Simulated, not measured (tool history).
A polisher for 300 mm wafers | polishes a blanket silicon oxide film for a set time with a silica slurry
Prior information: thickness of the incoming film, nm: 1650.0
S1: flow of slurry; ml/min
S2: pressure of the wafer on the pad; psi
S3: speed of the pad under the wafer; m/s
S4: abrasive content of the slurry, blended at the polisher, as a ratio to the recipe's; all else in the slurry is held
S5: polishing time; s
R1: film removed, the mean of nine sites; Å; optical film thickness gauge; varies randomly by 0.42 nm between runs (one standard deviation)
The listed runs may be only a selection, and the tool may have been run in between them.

run,hour,S1,S2,S3,S4,S5,R1
1,0.0,265,3.1,1.38,1.0,26,716.47
2,7.5,265,3.9,1.38,1.0,26,891.27
3,12.4,265,3.6,1.34,1.0,26,809.18
4,16.5,265,3.6,1.34,1.1,26,874.99
5,19.7,265,4.2,1.34,1.1,26,993.21
6,27.5,265,4.2,1.34,1.1,23,873.66
7,30.5,265,3.8,1.28,1.1,23,783.17
8,36.6,265,3.5,1.24,1.1,23,703.46
9,41.1,265,3.2,1.22,1.1,23,650.81
10,45.8,265,3.0,1.20,1.1,23,594.32
11,54.2,265,2.8,1.20,1.1,23,562.04
12,55.0,265,2.6,1.20,1.1,23,525.15
13,62.8,265,2.5,1.20,1.1,23,504.35

What will run 14 give?
14,68.2,265,2.4,1.20,1.1,23,?

R1: 485.80 Å
